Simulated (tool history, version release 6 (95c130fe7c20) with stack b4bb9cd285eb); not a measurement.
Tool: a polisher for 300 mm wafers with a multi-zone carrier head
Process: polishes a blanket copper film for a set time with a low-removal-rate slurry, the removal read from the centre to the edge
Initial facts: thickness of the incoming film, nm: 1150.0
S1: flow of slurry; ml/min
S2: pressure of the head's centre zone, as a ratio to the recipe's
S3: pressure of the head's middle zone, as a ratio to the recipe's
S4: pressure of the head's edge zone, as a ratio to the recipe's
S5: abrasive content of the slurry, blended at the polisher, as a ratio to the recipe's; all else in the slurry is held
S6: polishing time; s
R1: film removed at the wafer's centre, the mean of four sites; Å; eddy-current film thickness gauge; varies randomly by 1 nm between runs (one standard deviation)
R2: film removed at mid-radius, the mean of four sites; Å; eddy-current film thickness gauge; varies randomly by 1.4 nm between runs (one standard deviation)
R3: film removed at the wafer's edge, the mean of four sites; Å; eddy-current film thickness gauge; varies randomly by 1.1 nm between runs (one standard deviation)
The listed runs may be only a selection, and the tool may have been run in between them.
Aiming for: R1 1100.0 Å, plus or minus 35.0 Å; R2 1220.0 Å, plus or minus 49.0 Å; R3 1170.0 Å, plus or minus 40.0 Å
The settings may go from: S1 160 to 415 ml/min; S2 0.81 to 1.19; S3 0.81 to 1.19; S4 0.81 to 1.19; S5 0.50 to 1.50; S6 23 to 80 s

run,hour,S1,S2,S3,S4,S5,S6,R1,R2,R3
1,0.0,265,1.00,1.00,1.00,1.00,51,1303.2,1305.1,1335.6
2,4.8,265,1.00,1.00,1.00,0.80,51,1259.6,1196.5,1264.3
3,11.0,260,0.98,1.01,0.98,0.80,51,1226.2,1223.7,1248.6
4,16.2,260,0.98,1.01,0.98,1.00,51,1302.1,1300.4,1334.8
5,20.4,260,0.98,1.01,0.92,1.00,51,1305.0,1299.0,1277.2
6,21.2,260,0.98,1.01,0.88,1.00,51,1280.2,1309.6,1250.6
7,26.1,255,0.96,1.00,0.87,1.00,51,1268.7,1286.2,1268.1
8,31.8,255,0.94,1.01,0.86,0.95,51,1216.2,1289.3,1205.4
9,40.2,250,0.93,1.00,0.86,0.95,51,1196.2,1267.5,1226.5
10,48.3,250,0.93,1.00,0.86,0.95,51,1211.8,1257.3,1203.7
11,50.0,245,0.91,1.00,0.86,0.95,51,1155.2,1301.6,1220.8
12,56.3,240,0.91,0.99,0.85,0.95,51,1182.7,1271.0,1207.1
13,64.3,220,0.85,0.98,0.84,0.85,51,1043.0,1177.3,1130.6
14,71.8,225,0.86,0.98,0.84,0.85,51,1046.3,1184.2,1145.9
15,75.1,255,0.91,1.00,0.85,0.85,51,1136.9,1221.6,1167.4

Pick the move, out of 5, that brings all results within their allowed miss; only one does.
A,78.4,225,1.02,1.04,0.89,0.70,52,?,?,?
B,78.4,190,0.90,1.01,0.88,0.80,53,?,?,?
C,78.4,160,0.84,1.02,0.87,0.80,55,?,?,?
D,78.4,235,0.94,1.07,0.84,0.80,49,?,?,?
E,78.4,260,0.96,1.01,0.87,0.90,50,?,?,?

move,R1,R2,R3
A,1218.5,1202.8,1139.6
B,1103.0,1215.1,1176.9
C,1027.0,1226.7,1184.7
D,1106.7,1209.6,1091.9
E,1209.5,1241.5,1182.3
A: the biggest miss grows against the last run
B: in spec on every target
C: the result that was furthest off in the last run now lies on the other side of its target
D: brings the last run's worst result on target, with another outside its allowed miss
E: the biggest miss grows against the last run
So the answer is move B, the one that meets all the targets.
